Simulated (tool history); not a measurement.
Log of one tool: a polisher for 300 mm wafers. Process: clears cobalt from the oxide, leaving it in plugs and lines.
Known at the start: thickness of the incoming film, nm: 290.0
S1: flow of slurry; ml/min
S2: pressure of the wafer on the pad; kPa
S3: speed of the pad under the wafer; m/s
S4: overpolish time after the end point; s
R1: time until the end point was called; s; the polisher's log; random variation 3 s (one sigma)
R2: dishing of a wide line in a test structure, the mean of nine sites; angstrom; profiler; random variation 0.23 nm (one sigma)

run,hour,S1,S2,S3,S4,R1,R2
1,0.0,180,9.7,0.94,27,92.454,187.77
2,3.0,160,8.3,0.92,22,111.990,182.42
3,8.1,160,8.3,0.92,13,112.640,165.76
4,12.3,160,8.3,0.92,9,112.600,142.21
5,17.0,195,8.3,0.78,9,121.030,131.34
6,20.5,205,7.6,0.74,9,138.570,128.83
7,22.4,215,6.9,0.72,9,144.450,126.04

The next listed run, before its measurement:
8,26.7,225,6.2,0.70,9,?,?

{"run 8": {"R1": 162.8, "R2": 114.97}}
